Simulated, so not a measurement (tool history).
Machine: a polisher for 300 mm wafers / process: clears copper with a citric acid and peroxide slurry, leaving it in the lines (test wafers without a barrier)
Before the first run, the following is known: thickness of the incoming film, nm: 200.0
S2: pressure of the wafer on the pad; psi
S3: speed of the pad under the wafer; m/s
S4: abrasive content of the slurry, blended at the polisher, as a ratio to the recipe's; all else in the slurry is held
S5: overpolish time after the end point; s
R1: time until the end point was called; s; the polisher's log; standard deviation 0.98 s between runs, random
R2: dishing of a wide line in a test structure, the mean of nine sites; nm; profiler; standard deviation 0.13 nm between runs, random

run 1 day=0 | flow_of_slurry_(ml/min)=180 S2=3.5 S3=1.06 S4=1 S5=9 | R1=64.433 R2=16.692
run 2 day=0.238 | flow_of_slurry_(ml/min)=180 S2=3.5 S3=1.06 S4=1.15 S5=9 | R1=62.343 R2=16.971
run 3 day=0.279 | flow_of_slurry_(ml/min)=185 S2=3.1 S3=1.06 S4=1.15 S5=8 | R1=69.375 R2=14.433
run 4 day=0.496 | flow_of_slurry_(ml/min)=185 S2=2.8 S3=1.06 S4=1.15 S5=7 | R1=76.67 R2=11.895
run 5 day=0.792 | flow_of_slurry_(ml/min)=185 S2=2.6 S3=1.06 S4=1.15 S5=6 | R1=82.837 R2=9.9427
run 6 day=1.012 | flow_of_slurry_(ml/min)=185 S2=2.6 S3=1.06 S4=1.15 S5=9 | R1=82.702 R2=13.58
run 7 day=1.15 | flow_of_slurry_(ml/min)=185 S2=2.5 S3=1.06 S4=1.15 S5=8 | R1=85.898 R2=11.749

Run 8 is up next; what results do you expect?
run 8 day=1.175 | flow_of_slurry_(ml/min)=185 S2=2.4 S3=1.06 S4=1.15 S5=7 | R1=? R2=?

Run 8 produced R1 87.816 s, R2 10.608 nm.

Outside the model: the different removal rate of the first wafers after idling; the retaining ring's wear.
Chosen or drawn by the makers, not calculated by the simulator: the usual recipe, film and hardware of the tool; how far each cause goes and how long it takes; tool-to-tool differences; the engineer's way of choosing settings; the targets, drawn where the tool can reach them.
